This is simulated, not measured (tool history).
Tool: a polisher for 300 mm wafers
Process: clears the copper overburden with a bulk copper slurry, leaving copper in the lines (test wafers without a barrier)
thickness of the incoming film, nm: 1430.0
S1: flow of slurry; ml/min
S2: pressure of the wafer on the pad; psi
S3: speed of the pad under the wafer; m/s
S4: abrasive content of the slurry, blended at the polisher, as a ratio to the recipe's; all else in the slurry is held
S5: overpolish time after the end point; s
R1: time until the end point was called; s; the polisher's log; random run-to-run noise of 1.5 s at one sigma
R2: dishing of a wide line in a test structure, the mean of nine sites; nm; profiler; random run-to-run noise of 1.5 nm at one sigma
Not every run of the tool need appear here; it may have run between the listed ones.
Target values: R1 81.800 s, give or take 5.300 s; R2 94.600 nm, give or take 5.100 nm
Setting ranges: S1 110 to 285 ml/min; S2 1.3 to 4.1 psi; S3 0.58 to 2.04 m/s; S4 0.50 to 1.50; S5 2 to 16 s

run  hour   S1   S2    S3    S4  S5       R1      R2
  1   0.0  180  2.7  1.30  1.00   8  124.760  51.650
  2   7.7  180  3.0  1.30  1.00   9  114.880  58.572
  3  12.3  155  3.0  1.30  1.00   9  113.270  56.870
  4  20.6  155  3.0  1.30  0.85   9  119.420  56.463
  5  24.1  160  3.3  1.34  0.85  10  106.190  64.538
  6  25.7  160  3.5  1.38  0.85  11  102.070  71.615
     31.3  -- slurry blender recalibrated
  7  31.3  160  3.6  1.44  0.85  12   92.008  81.958
  8  36.2  160  3.7  1.44  0.85  12   87.955  83.701
  9  42.7  160  3.8  1.44  0.85  12   89.259  85.324
 10  46.4  160  3.9  1.44  0.85  12   82.673  86.006

Consider the 4 candidate settings below. Which is the only one whose results all fall within their allowed miss of target?
  A  50.1  190  4.0  1.52  0.75  13   ?   ?
  B  50.1  120  3.4  1.94  0.85   8   ?   ?
  C  50.1  170  3.9  1.28  0.95  10   ?   ?
  D  50.1  145  3.7  1.54  0.95  10   ?   ?

move      R1      R2
   A  80.231  92.757
   B  76.532  71.800
   C  92.137  74.237
   D  83.196  78.607
A: meets every target
B: its largest miss is bigger than the last run's
C: its largest miss is bigger than the last run's
D: its largest miss is bigger than the last run's
Answer: A

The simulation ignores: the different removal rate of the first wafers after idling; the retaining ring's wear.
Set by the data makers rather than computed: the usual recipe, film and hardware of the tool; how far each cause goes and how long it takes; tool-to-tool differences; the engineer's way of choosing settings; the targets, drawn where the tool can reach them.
